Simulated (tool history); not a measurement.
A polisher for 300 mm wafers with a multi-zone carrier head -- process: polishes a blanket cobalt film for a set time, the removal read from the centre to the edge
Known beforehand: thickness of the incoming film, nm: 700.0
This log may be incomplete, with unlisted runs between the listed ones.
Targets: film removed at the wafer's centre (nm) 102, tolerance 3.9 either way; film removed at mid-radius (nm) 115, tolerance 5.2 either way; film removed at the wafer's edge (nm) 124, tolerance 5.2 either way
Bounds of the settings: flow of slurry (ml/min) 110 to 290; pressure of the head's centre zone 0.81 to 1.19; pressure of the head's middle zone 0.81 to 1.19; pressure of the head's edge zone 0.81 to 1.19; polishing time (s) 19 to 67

run,day,flow of slurry (ml/min),pressure of the head's centre zone,pressure of the head's middle zone,pressure of the head's edge zone,polishing time (s),film removed at the wafer's centre (nm),film removed at mid-radius (nm),film removed at the wafer's edge (nm)
1,0,185,1,1,1,43,220.11,232.37,225.3
2,0.112,180,0.97,0.98,0.99,39,192.92,207.99,204.51
3,0.362,175,0.95,0.96,0.98,35,172.31,180.41,180.44
4,0.558,175,0.95,0.96,0.98,39,187.78,208.09,197.14
5,0.679,170,0.93,0.95,0.99,35,165.69,179.26,180.75
6,0.717,210,0.93,0.95,0.99,35,176.02,181.53,181.13
7,0.796,200,0.91,0.94,0.99,32,152.2,166.22,167.34
8,1.017,200,0.89,0.92,0.99,30,138.1,154.78,153.58
9,1.129,200,0.88,0.9,1,29,132.7,143.73,149.84
10,1.492,195,0.87,0.89,0.99,28,128.29,137.94,149.82

Below are 4 possible settings for the next run. Only one of them brings all results inside the allowed miss of their targets. Which is it?
A,1.854,145,0.83,0.87,0.94,25,?,?,?
B,1.854,235,1.02,0.95,0.92,30,?,?,?
C,1.854,150,0.81,0.82,1.07,28,?,?,?
D,1.854,290,1.06,1.13,0.84,27,?,?,?

move,film removed at the wafer's centre (nm),film removed at mid-radius (nm),film removed at the wafer's edge (nm)
A,104.46,110.98,123.55
B,169.74,155.71,156.41
C,115.1,119.3,145.86
D,163.39,166.37,138.83
A: every result lands within tolerance
B: misses by more than the last run did
C: closes in on the targets versus the last run, not all within tolerance yet
D: misses by more than the last run did
So the answer is move A, the one that meets all the targets.

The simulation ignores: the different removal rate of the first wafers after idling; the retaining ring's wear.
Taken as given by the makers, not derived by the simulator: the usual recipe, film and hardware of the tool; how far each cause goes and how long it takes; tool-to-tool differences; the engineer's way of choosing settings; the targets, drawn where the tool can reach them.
